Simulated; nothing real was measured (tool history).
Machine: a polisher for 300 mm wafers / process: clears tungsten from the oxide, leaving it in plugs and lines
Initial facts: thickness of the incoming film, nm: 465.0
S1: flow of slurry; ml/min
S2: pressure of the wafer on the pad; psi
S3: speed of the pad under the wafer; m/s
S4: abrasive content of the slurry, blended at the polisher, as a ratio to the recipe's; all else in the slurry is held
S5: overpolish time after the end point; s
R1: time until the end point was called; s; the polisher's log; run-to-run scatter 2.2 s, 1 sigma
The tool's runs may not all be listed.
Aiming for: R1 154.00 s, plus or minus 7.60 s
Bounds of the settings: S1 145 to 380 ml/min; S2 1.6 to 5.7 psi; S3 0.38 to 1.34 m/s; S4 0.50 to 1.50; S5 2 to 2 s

{"run": 1, "day": 0.0, "S1": 245, "S2": 3.6, "S3": 0.86, "S4": 1.0, "S5": 2, "R1": 119.56}
{"run": 2, "day": 0.354, "S1": 245, "S2": 3.6, "S3": 0.86, "S4": 1.15, "S5": 2, "R1": 119.15}
{"run": 3, "day": 0.488, "S1": 245, "S2": 3.6, "S3": 0.86, "S4": 1.3, "S5": 2, "R1": 115.15}
{"run": 4, "day": 0.658, "S1": 305, "S2": 3.6, "S3": 0.86, "S4": 1.3, "S5": 2, "R1": 111.77}
{"run": 5, "day": 0.996, "S1": 305, "S2": 3.4, "S3": 0.86, "S4": 1.3, "S5": 2, "R1": 117.08}
{"run": 6, "day": 1.096, "S1": 305, "S2": 3.3, "S3": 0.86, "S4": 1.3, "S5": 2, "R1": 120.72}
{"run": 7, "day": 1.121, "S1": 305, "S2": 3.2, "S3": 0.86, "S4": 1.3, "S5": 2, "R1": 125.63}
{"run": 8, "day": 1.421, "S1": 305, "S2": 3.2, "S3": 0.86, "S4": 1.3, "S5": 2, "R1": 120.52}
{"run": 9, "day": 1.471, "S1": 305, "S2": 2.2, "S3": 0.84, "S4": 1.3, "S5": 2, "R1": 165.97}

Pick the move, out of 4, that brings all results within their allowed miss; only one does.
{"run": "A", "day": 1.521, "S1": 275, "S2": 2.1, "S3": 0.76, "S4": 1.45, "S5": 2, "R1": "?"}
{"run": "B", "day": 1.521, "S1": 270, "S2": 2.6, "S3": 0.84, "S4": 1.1, "S5": 2, "R1": "?"}
{"run": "C", "day": 1.521, "S1": 265, "S2": 2.2, "S3": 0.84, "S4": 1.25, "S5": 2, "R1": "?"}
{"run": "D", "day": 1.521, "S1": 310, "S2": 2.0, "S3": 0.82, "S4": 1.35, "S5": 2, "R1": "?"}

move=A R1=187.56
move=B R1=154.24
move=C R1=170.50
move=D R1=181.49
A: the biggest miss grows against the last run
B: every result within its allowed miss
C: the biggest miss grows against the last run
D: the biggest miss grows against the last run
B is the move that brings every result within its allowed miss.
